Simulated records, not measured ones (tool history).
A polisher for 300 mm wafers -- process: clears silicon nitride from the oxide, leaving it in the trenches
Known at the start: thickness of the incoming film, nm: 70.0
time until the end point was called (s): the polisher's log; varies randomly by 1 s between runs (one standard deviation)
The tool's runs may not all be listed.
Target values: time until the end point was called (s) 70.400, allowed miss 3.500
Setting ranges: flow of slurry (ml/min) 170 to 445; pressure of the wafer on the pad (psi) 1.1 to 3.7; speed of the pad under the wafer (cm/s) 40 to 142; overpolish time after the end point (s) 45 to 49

run	hour	flow of slurry (ml/min)	pressure of the wafer on the pad (psi)	speed of the pad under the wafer (cm/s)	overpolish time after the end point (s)	time until the end point was called (s)
1	0.0	285	2.4	90	45	97.306
2	6.7	285	1.9	90	45	120.560
3	13.0	285	2.2	92	45	105.160
4	18.2	315	2.2	92	45	103.990
5	26.5	315	2.4	92	45	93.614
6	29.0	315	2.5	92	45	88.240
7	35.4	315	2.6	92	45	86.692
8	38.0	315	2.7	92	45	82.753
9	38.8	315	2.8	92	45	78.027
10	41.7	315	3.0	92	45	74.875
11	46.1	320	3.0	92	45	73.743

Exactly one of the 4 candidate moves below puts every result within its allowed miss. Which one?
A	50.5	275	2.9	102	49	?
B	50.5	300	2.3	110	45	?
C	50.5	345	3.3	98	45	?
D	50.5	350	3.1	104	45	?

move	time until the end point was called (s)
A	71.704
B	82.738
C	64.354
D	64.490
A: each result inside its tolerance
B: lands further from the targets than the last run did
C: the result that was furthest off in the last run now lies on the other side of its target
D: the result that was furthest off in the last run now lies on the other side of its target
The right move is A.
